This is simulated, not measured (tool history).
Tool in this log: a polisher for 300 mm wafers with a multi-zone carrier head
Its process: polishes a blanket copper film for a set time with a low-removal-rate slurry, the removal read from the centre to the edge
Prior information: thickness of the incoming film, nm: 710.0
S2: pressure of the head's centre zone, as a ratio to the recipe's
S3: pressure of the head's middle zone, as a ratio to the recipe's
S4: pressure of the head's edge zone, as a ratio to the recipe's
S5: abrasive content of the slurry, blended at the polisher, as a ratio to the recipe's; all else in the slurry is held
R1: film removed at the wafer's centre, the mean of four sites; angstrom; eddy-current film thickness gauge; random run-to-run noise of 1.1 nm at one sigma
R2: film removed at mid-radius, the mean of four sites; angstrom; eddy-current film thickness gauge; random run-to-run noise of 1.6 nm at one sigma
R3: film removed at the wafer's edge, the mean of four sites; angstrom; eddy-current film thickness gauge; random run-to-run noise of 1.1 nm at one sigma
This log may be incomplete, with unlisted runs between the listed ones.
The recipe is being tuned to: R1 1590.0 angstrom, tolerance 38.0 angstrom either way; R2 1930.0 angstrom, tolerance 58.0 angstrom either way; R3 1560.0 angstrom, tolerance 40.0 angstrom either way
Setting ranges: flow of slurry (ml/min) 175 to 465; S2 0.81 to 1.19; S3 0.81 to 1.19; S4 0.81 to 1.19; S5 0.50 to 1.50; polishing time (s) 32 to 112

Run 1, hour 0.0: flow of slurry (ml/min) 295, S2 1.00, S3 1.00, S4 1.00, S5 1.00, polishing time (s) 72. Result: R1 1172.9 angstrom, R2 1207.5 angstrom, R3 1139.4 angstrom.
Run 2, hour 7.4: flow of slurry (ml/min) 315, S2 1.00, S3 1.06, S4 1.02, S5 1.15, polishing time (s) 75. Result: R1 1268.8 angstrom, R2 1369.3 angstrom, R3 1230.3 angstrom.
Run 3, hour 15.0: flow of slurry (ml/min) 265, S2 1.00, S3 1.06, S4 1.02, S5 1.15, polishing time (s) 75. Result: R1 1251.3 angstrom, R2 1336.5 angstrom, R3 1223.3 angstrom.
Run 4, hour 17.3: flow of slurry (ml/min) 265, S2 1.00, S3 1.06, S4 1.02, S5 1.25, polishing time (s) 75. Result: R1 1277.3 angstrom, R2 1357.0 angstrom, R3 1240.6 angstrom.
Run 5, hour 22.1: flow of slurry (ml/min) 300, S2 1.00, S3 1.10, S4 1.03, S5 1.30, polishing time (s) 78. Result: R1 1374.3 angstrom, R2 1526.4 angstrom, R3 1327.3 angstrom.
Run 6, hour 30.1: flow of slurry (ml/min) 330, S2 1.00, S3 1.13, S4 1.06, S5 1.35, polishing time (s) 79. Result: R1 1418.7 angstrom, R2 1584.7 angstrom, R3 1374.3 angstrom.
Run 7, hour 35.2: flow of slurry (ml/min) 340, S2 0.99, S3 1.15, S4 1.06, S5 1.40, polishing time (s) 81. Result: R1 1442.7 angstrom, R2 1668.5 angstrom, R3 1417.7 angstrom.
Run 8, hour 44.2: flow of slurry (ml/min) 350, S2 0.99, S3 1.16, S4 1.06, S5 1.45, polishing time (s) 83. Result: R1 1490.4 angstrom, R2 1745.4 angstrom, R3 1475.0 angstrom.
Run 9, hour 48.7: flow of slurry (ml/min) 355, S2 0.99, S3 1.17, S4 1.05, S5 1.45, polishing time (s) 84. Result: R1 1515.8 angstrom, R2 1795.8 angstrom, R3 1494.8 angstrom.
Run 10, hour 57.6: flow of slurry (ml/min) 360, S2 0.99, S3 1.18, S4 1.04, S5 1.45, polishing time (s) 85. Result: R1 1526.9 angstrom, R2 1815.0 angstrom, R3 1504.7 angstrom.
Run 11, hour 61.5: flow of slurry (ml/min) 365, S2 0.99, S3 1.18, S4 1.03, S5 1.45, polishing time (s) 86. Result: R1 1546.2 angstrom, R2 1831.4 angstrom, R3 1515.1 angstrom.
Run 12, hour 68.9: flow of slurry (ml/min) 365, S2 0.99, S3 1.18, S4 1.02, S5 1.45, polishing time (s) 87. Result: R1 1566.8 angstrom, R2 1834.5 angstrom, R3 1504.0 angstrom.
Run 13, hour 71.2: flow of slurry (ml/min) 365, S2 0.98, S3 1.18, S4 1.02, S5 1.45, polishing time (s) 88. Result: R1 1581.4 angstrom, R2 1869.7 angstrom, R3 1541.4 angstrom.
Run 14, hour 74.2: flow of slurry (ml/min) 365, S2 0.97, S3 1.18, S4 1.01, S5 1.45, polishing time (s) 88. Result: R1 1555.3 angstrom, R2 1845.8 angstrom, R3 1532.3 angstrom.
Run 15, hour 77.0: flow of slurry (ml/min) 370, S2 0.97, S3 1.18, S4 1.02, S5 1.45, polishing time (s) 88. Result: R1 1571.1 angstrom, R2 1854.6 angstrom, R3 1547.9 angstrom.
Run 16, hour 84.3: flow of slurry (ml/min) 345, S2 0.98, S3 1.18, S4 1.03, S5 1.45, polishing time (s) 88. Result: R1 1545.2 angstrom, R2 1875.3 angstrom, R3 1533.3 angstrom.
Run 17, hour 85.3: flow of slurry (ml/min) 345, S2 0.99, S3 1.18, S4 1.03, S5 1.45, polishing time (s) 88. Result: R1 1585.6 angstrom, R2 1863.1 angstrom, R3 1528.5 angstrom.
Run 18, hour 87.7: flow of slurry (ml/min) 330, S2 0.99, S3 1.18, S4 1.04, S5 1.45, polishing time (s) 88. Result: R1 1572.0 angstrom, R2 1851.8 angstrom, R3 1542.1 angstrom.
Run 19, hour 91.4: flow of slurry (ml/min) 345, S2 0.98, S3 1.18, S4 1.03, S5 1.45, polishing time (s) 88. Result: R1 1569.0 angstrom, R2 1861.2 angstrom, R3 1539.9 angstrom.
Run 20, hour 95.0: flow of slurry (ml/min) 345, S2 0.98, S3 1.18, S4 1.02, S5 1.45, polishing time (s) 88. Result: R1 1565.9 angstrom, R2 1862.8 angstrom, R3 1532.6 angstrom.

5 next moves are on the table. One of them brings every result within its allowed miss. Which?
Run A, hour 98.6: flow of slurry (ml/min) 390, S2 0.97, S3 1.19, S4 1.02, S5 1.50, polishing time (s) 88. Result: R1 ?, R2 ?, R3 ?.
Run B, hour 98.6: flow of slurry (ml/min) 455, S2 0.98, S3 1.16, S4 1.04, S5 1.45, polishing time (s) 83. Result: R1 ?, R2 ?, R3 ?.
Run C, hour 98.6: flow of slurry (ml/min) 440, S2 0.97, S3 1.07, S4 1.03, S5 1.45, polishing time (s) 89. Result: R1 ?, R2 ?, R3 ?.
Run D, hour 98.6: flow of slurry (ml/min) 320, S2 0.97, S3 1.12, S4 1.03, S5 1.35, polishing time (s) 90. Result: R1 ?, R2 ?, R3 ?.
Run E, hour 98.6: flow of slurry (ml/min) 340, S2 0.93, S3 1.19, S4 1.01, S5 1.35, polishing time (s) 90. Result: R1 ?, R2 ?, R3 ?.

move      R1      R2      R3
   A  1582.4  1877.3  1557.8
   B  1512.5  1735.6  1483.4
   C  1600.5  1733.0  1582.6
   D  1552.5  1751.7  1545.5
   E  1496.6  1855.0  1535.3
A: every result lands within tolerance
B: misses by more than the last run did
C: misses by more than the last run did
D: misses by more than the last run did
E: misses by more than the last run did
A meets every target.
